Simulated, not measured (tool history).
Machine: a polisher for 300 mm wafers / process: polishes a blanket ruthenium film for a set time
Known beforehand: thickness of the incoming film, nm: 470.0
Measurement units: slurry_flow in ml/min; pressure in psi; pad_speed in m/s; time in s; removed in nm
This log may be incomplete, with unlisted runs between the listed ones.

run,hour,slurry_flow,pressure,pad_speed,time,removed
1,0.0,245,1.7,0.94,93,98.396
2,4.3,245,1.7,0.94,97,103.200
3,8.4,290,1.7,0.94,97,103.140
4,15.8,290,2.0,0.94,97,119.020
5,20.5,290,2.0,1.10,97,135.860
6,29.2,290,1.8,1.10,97,127.270

What does the tool deliver on the next run?
7,34.5,290,1.6,1.02,97,?

{"run 7": {"removed": 109.34}}

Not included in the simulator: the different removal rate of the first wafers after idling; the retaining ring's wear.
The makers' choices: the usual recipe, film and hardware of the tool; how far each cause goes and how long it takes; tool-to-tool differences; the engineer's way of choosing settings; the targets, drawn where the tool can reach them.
